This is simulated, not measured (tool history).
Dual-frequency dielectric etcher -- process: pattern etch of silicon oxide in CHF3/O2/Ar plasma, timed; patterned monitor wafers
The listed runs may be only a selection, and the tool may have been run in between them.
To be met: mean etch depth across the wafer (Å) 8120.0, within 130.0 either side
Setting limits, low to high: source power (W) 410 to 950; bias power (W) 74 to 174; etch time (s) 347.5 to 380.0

run	hour	source power (W)	bias power (W)	etch time (s)	mean etch depth across the wafer (Å)
1	0.0	680	124	380.0	7251.3
2	7.3	680	116	380.0	7109.2
3	8.6	680	116	347.5	6507.3
4	12.2	680	135	347.5	6869.2
5	20.0	740	138	348.0	7109.2
6	26.6	780	143	349.5	7313.9
# hour 30.8: wet clean of the chamber
7	30.8	920	159	354.5	8324.7
8	37.6	910	159	354.5	8288.0

Exercise: of the 5 proposed moves below, exactly one satisfies all targets within the stated allowed misses. Which move is it?
A	44.4	930	158	366.5	?
B	44.4	930	164	358.5	?
C	44.4	720	166	361.5	?
D	44.4	950	174	352.0	?
E	44.4	930	145	374.0	?

move	mean etch depth across the wafer (Å)
A	8590.0
B	8519.4
C	8087.0
D	8599.7
E	8492.9
A: misses by more than the last run did
B: misses by more than the last run did
C: all results in spec
D: misses by more than the last run did
E: misses by more than the last run did
Go with C: it meets all targets.

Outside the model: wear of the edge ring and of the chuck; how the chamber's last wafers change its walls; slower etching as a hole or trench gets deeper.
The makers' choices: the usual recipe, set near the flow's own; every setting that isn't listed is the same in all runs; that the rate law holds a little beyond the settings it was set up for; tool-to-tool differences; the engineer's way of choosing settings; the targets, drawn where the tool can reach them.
